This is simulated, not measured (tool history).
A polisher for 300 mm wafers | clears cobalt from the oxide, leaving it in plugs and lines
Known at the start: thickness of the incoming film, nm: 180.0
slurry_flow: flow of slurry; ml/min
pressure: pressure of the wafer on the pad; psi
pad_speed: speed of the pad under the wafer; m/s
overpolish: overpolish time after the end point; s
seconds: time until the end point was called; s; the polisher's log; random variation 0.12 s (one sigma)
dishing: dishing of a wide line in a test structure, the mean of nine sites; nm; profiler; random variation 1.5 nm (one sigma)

Run 1, hour 0: slurry_flow 170 ml/min, pressure 2.5 psi, pad_speed 1.02 m/s, overpolish 20 s. Result: seconds 22.827 s, dishing 63.957 nm.
Run 2, hour 5.7: slurry_flow 170 ml/min, pressure 2.5 psi, pad_speed 1.02 m/s, overpolish 16 s. Result: seconds 23.517 s, dishing 57.728 nm.
Run 3, hour 11.2: slurry_flow 170 ml/min, pressure 2.6 psi, pad_speed 1.02 m/s, overpolish 16 s. Result: seconds 22.764 s, dishing 57.64 nm.
Run 4, hour 15.4: slurry_flow 170 ml/min, pressure 2.7 psi, pad_speed 1.04 m/s, overpolish 16 s. Result: seconds 21.364 s, dishing 59.516 nm.
Run 5, hour 19.8: slurry_flow 170 ml/min, pressure 2.8 psi, pad_speed 1.04 m/s, overpolish 16 s. Result: seconds 20.231 s, dishing 62.815 nm.
At hour 22.5: head pressure recalibrated.
Run 6, hour 22.5: slurry_flow 140 ml/min, pressure 2.8 psi, pad_speed 1.04 m/s, overpolish 16 s. Result: seconds 22.847 s, dishing 58.591 nm.
Run 7, hour 29.9: slurry_flow 140 ml/min, pressure 2.8 psi, pad_speed 1.04 m/s, overpolish 16 s. Result: seconds 23.071 s, dishing 58.461 nm.
Run 8, hour 35.1: slurry_flow 150 ml/min, pressure 2.9 psi, pad_speed 1.04 m/s, overpolish 16 s. Result: seconds 22.434 s, dishing 58.106 nm.
Run 9, hour 43.2: slurry_flow 150 ml/min, pressure 3.6 psi, pad_speed 1.3 m/s, overpolish 17 s. Result: seconds 14.209 s, dishing 69.285 nm.
Run 10, hour 48.1: slurry_flow 155 ml/min, pressure 3.6 psi, pad_speed 1.3 m/s, overpolish 17 s. Result: seconds 14.212 s, dishing 67.007 nm.

The next listed run, before its measurement:
Run 11, hour 55.6: slurry_flow 160 ml/min, pressure 3.6 psi, pad_speed 1.3 m/s, overpolish 17 s. Result: seconds ?, dishing ?.

seconds: 14.427 s
dishing: 66.503 nm

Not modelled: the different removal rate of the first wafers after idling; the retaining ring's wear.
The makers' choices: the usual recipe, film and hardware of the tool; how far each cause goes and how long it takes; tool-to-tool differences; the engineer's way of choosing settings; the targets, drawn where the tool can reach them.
